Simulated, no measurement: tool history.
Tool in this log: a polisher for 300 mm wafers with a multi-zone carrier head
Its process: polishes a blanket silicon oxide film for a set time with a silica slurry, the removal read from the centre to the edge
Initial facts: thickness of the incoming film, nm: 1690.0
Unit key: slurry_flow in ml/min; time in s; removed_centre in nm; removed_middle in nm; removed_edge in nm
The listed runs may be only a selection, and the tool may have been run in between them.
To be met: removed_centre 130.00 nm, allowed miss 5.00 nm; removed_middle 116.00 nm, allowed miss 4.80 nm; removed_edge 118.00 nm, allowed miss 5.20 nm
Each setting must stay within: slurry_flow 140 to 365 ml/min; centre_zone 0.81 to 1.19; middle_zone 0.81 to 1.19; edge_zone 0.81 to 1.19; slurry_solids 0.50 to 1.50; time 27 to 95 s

run	hour	slurry_flow	centre_zone	middle_zone	edge_zone	slurry_solids	time	removed_centre	removed_middle	removed_edge
1	0.0	235	1.00	1.00	1.00	1.00	61	159.55	163.04	157.28
2	6.9	235	1.00	1.00	1.00	0.80	61	148.21	148.68	148.17
3	8.9	235	1.01	0.98	0.96	0.70	60	139.12	138.19	134.21
4	14.0	235	1.01	0.98	1.03	0.70	60	136.50	138.84	144.10
5	22.2	230	1.01	0.95	0.99	0.65	60	131.73	132.11	133.98
6	29.5	230	1.01	0.95	0.91	0.65	60	135.05	128.56	127.25
7	31.7	225	1.01	0.93	0.89	0.65	60	130.85	126.94	125.56
8	34.1	225	1.02	0.91	0.87	0.65	60	134.13	125.30	128.48

Which one of the following 4 next-run settings gets every result inside its allowed miss? There is exactly one.
A	36.5	220	1.02	0.88	0.88	0.65	63	?	?	?
B	36.5	175	1.02	0.92	0.84	0.60	67	?	?	?
C	36.5	140	0.83	0.85	0.95	0.65	66	?	?	?
D	36.5	245	1.12	0.93	0.91	0.70	53	?	?	?

move	removed_centre	removed_middle	removed_edge
A	139.80	126.42	132.33
B	138.49	130.50	130.43
C	115.68	117.88	134.33
D	131.00	115.95	117.09
A: its largest miss is bigger than the last run's
B: its largest miss is bigger than the last run's
C: its largest miss is bigger than the last run's
D: all results land within tolerance of their targets
So the answer is move D, the one that meets all the targets.
